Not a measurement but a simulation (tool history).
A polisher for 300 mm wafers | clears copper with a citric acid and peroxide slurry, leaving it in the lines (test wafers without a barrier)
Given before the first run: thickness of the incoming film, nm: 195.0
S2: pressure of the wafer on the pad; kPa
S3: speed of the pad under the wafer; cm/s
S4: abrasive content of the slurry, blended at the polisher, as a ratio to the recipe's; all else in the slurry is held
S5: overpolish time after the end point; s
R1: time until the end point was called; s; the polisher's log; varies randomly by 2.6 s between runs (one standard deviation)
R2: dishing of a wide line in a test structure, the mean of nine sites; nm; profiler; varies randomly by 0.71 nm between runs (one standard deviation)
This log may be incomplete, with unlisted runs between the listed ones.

Run 1, hour 0: flow of slurry (ml/min) 275, S2 23.4 kPa, S3 90 cm/s, S4 1, S5 25 s. Result: R1 83.261 s, R2 39.788 nm.
Run 2, hour 5.3: flow of slurry (ml/min) 275, S2 21.4 kPa, S3 88 cm/s, S4 1, S5 28 s. Result: R1 92.236 s, R2 40.94 nm.
Run 3, hour 11.5: flow of slurry (ml/min) 275, S2 19.3 kPa, S3 86 cm/s, S4 1, S5 30 s. Result: R1 104.41 s, R2 38.798 nm.
Run 4, hour 20.3: flow of slurry (ml/min) 275, S2 19.3 kPa, S3 86 cm/s, S4 1.1, S5 30 s. Result: R1 103.83 s, R2 39.153 nm.
Run 5, hour 21.4: flow of slurry (ml/min) 275, S2 19.3 kPa, S3 86 cm/s, S4 1.1, S5 39 s. Result: R1 104.66 s, R2 48.557 nm.
Run 6, hour 29.4: flow of slurry (ml/min) 275, S2 19.3 kPa, S3 86 cm/s, S4 1.1, S5 31 s. Result: R1 101.16 s, R2 41.032 nm.
Run 7, hour 32.9: flow of slurry (ml/min) 275, S2 17.9 kPa, S3 84 cm/s, S4 1.1, S5 33 s. Result: R1 110.48 s, R2 39.618 nm.
Run 8, hour 40.7: flow of slurry (ml/min) 275, S2 16.5 kPa, S3 82 cm/s, S4 1.1, S5 35 s. Result: R1 124.22 s, R2 38.063 nm.
At hour 46.8: slurry nozzle cleaned.
Run 9, hour 46.8: flow of slurry (ml/min) 275, S2 15.2 kPa, S3 82 cm/s, S4 1.1, S5 36 s. Result: R1 131.81 s, R2 37.491 nm.
Run 10, hour 54.8: flow of slurry (ml/min) 275, S2 14.5 kPa, S3 82 cm/s, S4 1.1, S5 37 s. Result: R1 133.08 s, R2 35.586 nm.

The next listed run, before its measurement:
Run 11, hour 62.7: flow of slurry (ml/min) 275, S2 13.8 kPa, S3 80 cm/s, S4 1.1, S5 39 s. Result: R1 ?, R2 ?.

Logged for run 11: R1 148.13 s, R2 36.766 nm.
